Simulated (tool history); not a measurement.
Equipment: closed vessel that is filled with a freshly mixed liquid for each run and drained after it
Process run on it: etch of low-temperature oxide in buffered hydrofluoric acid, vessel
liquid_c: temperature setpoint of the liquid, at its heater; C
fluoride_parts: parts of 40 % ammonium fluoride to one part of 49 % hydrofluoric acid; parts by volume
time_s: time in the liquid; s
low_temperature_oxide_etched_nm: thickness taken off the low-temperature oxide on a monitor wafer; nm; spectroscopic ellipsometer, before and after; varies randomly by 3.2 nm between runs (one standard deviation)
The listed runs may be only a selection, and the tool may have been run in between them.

run	hour	liquid_c	fluoride_parts	time_s	low_temperature_oxide_etched_nm
1	0	21	10	35	212.97
2	6.4	21	10	30	178.01
3	14.2	23.5	8.5	30	238.23
4	17.8	23.5	10	30	208.36
5	20.8	23.5	10	30	207.18
6	24	23.5	8.5	30	237.53

The next listed run, before its measurement:
7	26.5	25.5	7.5	30	?

low_temperature_oxide_etched_nm: 300.14 nm
